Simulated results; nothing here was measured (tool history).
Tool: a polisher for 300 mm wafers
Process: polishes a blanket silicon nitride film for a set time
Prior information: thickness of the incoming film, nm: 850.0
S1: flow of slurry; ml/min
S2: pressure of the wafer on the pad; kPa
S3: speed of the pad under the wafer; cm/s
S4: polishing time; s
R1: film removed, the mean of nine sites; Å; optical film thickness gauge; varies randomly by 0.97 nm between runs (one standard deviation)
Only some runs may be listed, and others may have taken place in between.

{"run": 1, "hour": 0.0, "S1": 310, "S2": 20, "S3": 106, "S4": 78, "R1": 1182.6}
{"run": 2, "hour": 6.1, "S1": 310, "S2": 20, "S3": 106, "S4": 82, "R1": 1264.3}
{"run": 3, "hour": 9.4, "S1": 310, "S2": 20, "S3": 120, "S4": 82, "R1": 1347.7}
{"run": 4, "hour": 11.9, "S1": 250, "S2": 20, "S3": 120, "S4": 82, "R1": 1340.1}
{"run": 5, "hour": 16.6, "S1": 250, "S2": 20, "S3": 146, "S4": 82, "R1": 1586.5}
{"run": 6, "hour": 21.1, "S1": 250, "S2": 20, "S3": 166, "S4": 82, "R1": 1736.1}
{"run": 7, "hour": 23.5, "S1": 245, "S2": 17.9, "S3": 152, "S4": 81, "R1": 1431.7}
{"run": 8, "hour": 24.5, "S1": 240, "S2": 15.9, "S3": 142, "S4": 80, "R1": 1191.4}
{"run": 9, "hour": 33.0, "S1": 240, "S2": 14.5, "S3": 134, "S4": 80, "R1": 1028.3}
{"run": 10, "hour": 41.1, "S1": 240, "S2": 13.1, "S3": 130, "S4": 80, "R1": 917.17}
{"run": 11, "hour": 42.0, "S1": 240, "S2": 12.4, "S3": 128, "S4": 80, "R1": 860.54}
{"run": 12, "hour": 47.7, "S1": 240, "S2": 12.4, "S3": 128, "S4": 80, "R1": 870.16}

Predict the results of run 13:
{"run": 13, "hour": 55.5, "S1": 240, "S2": 11.7, "S3": 126, "S4": 80, "R1": "?"}

Logged for run 13: R1 821.8 Å.
